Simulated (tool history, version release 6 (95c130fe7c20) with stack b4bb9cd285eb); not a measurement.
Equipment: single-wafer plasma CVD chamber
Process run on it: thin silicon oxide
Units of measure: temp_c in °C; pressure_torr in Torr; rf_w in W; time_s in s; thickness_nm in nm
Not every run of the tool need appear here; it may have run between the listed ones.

{"run": 1, "hour": 0.0, "temp_c": 415, "pressure_torr": 0.967, "rf_w": 340, "time_s": 12.4, "thickness_nm": 25.106}
{"run": 2, "hour": 5.8, "temp_c": 415, "pressure_torr": 1.085, "rf_w": 340, "time_s": 12.4, "thickness_nm": 27.387}
{"run": 3, "hour": 13.9, "temp_c": 415, "pressure_torr": 1.085, "rf_w": 340, "time_s": 12.8, "thickness_nm": 28.296}
{"run": 4, "hour": 18.3, "temp_c": 415, "pressure_torr": 1.085, "rf_w": 385, "time_s": 12.8, "thickness_nm": 29.609}
{"run": 5, "hour": 21.0, "temp_c": 415, "pressure_torr": 1.098, "rf_w": 385, "time_s": 12.8, "thickness_nm": 29.867}
{"run": 6, "hour": 23.4, "temp_c": 415, "pressure_torr": 1.098, "rf_w": 385, "time_s": 12.8, "thickness_nm": 29.768}
{"run": 7, "hour": 27.7, "temp_c": 415, "pressure_torr": 1.11, "rf_w": 385, "time_s": 12.8, "thickness_nm": 29.989}
{"run": 8, "hour": 30.1, "temp_c": 415, "pressure_torr": 1.121, "rf_w": 385, "time_s": 12.8, "thickness_nm": 30.439}
{"run": 9, "hour": 30.7, "temp_c": 415, "pressure_torr": 1.211, "rf_w": 385, "time_s": 12.8, "thickness_nm": 31.555}
{"run": 10, "hour": 39.0, "temp_c": 415, "pressure_torr": 1.211, "rf_w": 385, "time_s": 12.8, "thickness_nm": 31.778}
{"run": 11, "hour": 47.4, "temp_c": 415, "pressure_torr": 1.215, "rf_w": 385, "time_s": 12.8, "thickness_nm": 31.922}
{"run": 12, "hour": 48.0, "temp_c": 415, "pressure_torr": 1.218, "rf_w": 385, "time_s": 12.8, "thickness_nm": 31.616}
{"run": 13, "hour": 51.8, "temp_c": 415, "pressure_torr": 1.223, "rf_w": 385, "time_s": 12.8, "thickness_nm": 31.935}

Forecast run 14:
{"run": 14, "hour": 55.9, "temp_c": 415, "pressure_torr": 1.226, "rf_w": 385, "time_s": 12.8, "thickness_nm": "?"}

Run 14 yielded thickness_nm 31.899 nm.
